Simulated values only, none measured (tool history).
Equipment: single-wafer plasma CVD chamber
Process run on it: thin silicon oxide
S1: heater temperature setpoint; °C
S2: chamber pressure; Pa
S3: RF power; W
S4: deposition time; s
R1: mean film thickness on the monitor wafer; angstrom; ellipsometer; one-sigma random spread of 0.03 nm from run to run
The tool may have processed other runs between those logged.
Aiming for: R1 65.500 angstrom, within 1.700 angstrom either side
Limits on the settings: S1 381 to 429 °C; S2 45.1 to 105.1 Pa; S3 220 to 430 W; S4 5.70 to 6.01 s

{"run": 1, "hour": 0.0, "S1": 405, "S2": 75.1, "S3": 325, "S4": 6.01, "R1": 78.903}
{"run": 2, "hour": 7.5, "S1": 405, "S2": 73.2, "S3": 325, "S4": 6.01, "R1": 76.767}
{"run": 3, "hour": 15.6, "S1": 405, "S2": 73.2, "S3": 325, "S4": 6.01, "R1": 77.03}
{"run": 4, "hour": 18.9, "S1": 405, "S2": 71.5, "S3": 325, "S4": 6.01, "R1": 74.816}
{"run": 5, "hour": 23.2, "S1": 405, "S2": 70.1, "S3": 325, "S4": 6.01, "R1": 73.549}
{"run": 6, "hour": 31.7, "S1": 405, "S2": 76.5, "S3": 325, "S4": 6.01, "R1": 80.909}
{"run": 7, "hour": 33.6, "S1": 405, "S2": 74.4, "S3": 325, "S4": 6.01, "R1": 78.345}
{"run": 8, "hour": 39.3, "S1": 405, "S2": 72.5, "S3": 325, "S4": 6.01, "R1": 76.884}
{"run": 9, "hour": 42.4, "S1": 405, "S2": 70.8, "S3": 325, "S4": 6.01, "R1": 74.537}

Next run, 5 choices. One meets every target within its allowed miss, the rest don't. Which?
{"run": "A", "hour": 45.5, "S1": 389, "S2": 62.3, "S3": 295, "S4": 6.01, "R1": "?"}
{"run": "B", "hour": 45.5, "S1": 399, "S2": 80.1, "S3": 320, "S4": 5.86, "R1": "?"}
{"run": "C", "hour": 45.5, "S1": 409, "S2": 86.8, "S3": 355, "S4": 6.01, "R1": "?"}
{"run": "D", "hour": 45.5, "S1": 408, "S2": 84.9, "S3": 350, "S4": 6.01, "R1": "?"}
{"run": "E", "hour": 45.5, "S1": 429, "S2": 89.7, "S3": 305, "S4": 6.01, "R1": "?"}

move=A R1=64.591
move=B R1=81.733
move=C R1=92.838
move=D R1=90.578
move=E R1=89.929
A: each result inside its tolerance
B: further off than the last run
C: further off than the last run
D: further off than the last run
E: further off than the last run
The right move is A.
